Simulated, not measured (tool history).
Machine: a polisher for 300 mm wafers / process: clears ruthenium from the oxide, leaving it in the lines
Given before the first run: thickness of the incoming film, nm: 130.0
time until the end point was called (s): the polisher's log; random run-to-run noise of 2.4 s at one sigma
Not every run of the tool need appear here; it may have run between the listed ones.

run	day	flow of slurry (ml/min)	pressure of the wafer on the pad (kPa)	speed of the pad under the wafer (m/s)	overpolish time after the end point (s)	time until the end point was called (s)
1	0	165	17.9	1.04	24	95.226
2	0.296	140	17.9	1.04	24	99.977
3	0.408	140	17.9	1.04	25	100.78
4	0.608	140	17.9	1.04	25	99.972
5	0.733	135	15.9	1.02	25	114.87
6	1.021	130	14.5	1	25	126.8
7	1.242	125	13.1	0.98	25	146.71
8	1.296	125	12.4	0.98	25	155.34

Run 9 comes next. What will it give?
9	1.567	125	11.7	0.98	25	?

Run 9 measured time until the end point was called (s) 166.48.
